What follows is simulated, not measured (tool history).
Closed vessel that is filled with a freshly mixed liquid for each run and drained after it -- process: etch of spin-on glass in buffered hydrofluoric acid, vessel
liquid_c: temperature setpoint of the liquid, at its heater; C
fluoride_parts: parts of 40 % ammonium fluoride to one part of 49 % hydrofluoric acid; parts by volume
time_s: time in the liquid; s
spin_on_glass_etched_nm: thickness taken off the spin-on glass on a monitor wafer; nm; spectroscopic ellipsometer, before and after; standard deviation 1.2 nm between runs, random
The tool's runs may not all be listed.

{"run": 1, "hour": 0.0, "liquid_c": 24.0, "fluoride_parts": 9.5, "time_s": 30, "spin_on_glass_etched_nm": 122.31}
{"run": 2, "hour": 4.4, "liquid_c": 25.5, "fluoride_parts": 9.0, "time_s": 30, "spin_on_glass_etched_nm": 137.63}
{"run": 3, "hour": 8.5, "liquid_c": 25.5, "fluoride_parts": 9.0, "time_s": 30, "spin_on_glass_etched_nm": 137.83}
{"run": 4, "hour": 17.8, "liquid_c": 25.5, "fluoride_parts": 10.5, "time_s": 30, "spin_on_glass_etched_nm": 122.69}
{"run": 5, "hour": 23.3, "liquid_c": 27.0, "fluoride_parts": 10.5, "time_s": 30, "spin_on_glass_etched_nm": 132.46}
{"run": 6, "hour": 32.2, "liquid_c": 27.0, "fluoride_parts": 10.5, "time_s": 30, "spin_on_glass_etched_nm": 134.35}
{"run": 7, "hour": 39.2, "liquid_c": 27.0, "fluoride_parts": 10.5, "time_s": 30, "spin_on_glass_etched_nm": 131.69}
{"run": 8, "hour": 46.6, "liquid_c": 28.0, "fluoride_parts": 9.5, "time_s": 30, "spin_on_glass_etched_nm": 152.92}

Expected results for the next run?
{"run": 9, "hour": 53.7, "liquid_c": 28.5, "fluoride_parts": 8.5, "time_s": 30, "spin_on_glass_etched_nm": "?"}

{"run 9": {"spin_on_glass_etched_nm": 172.54}}
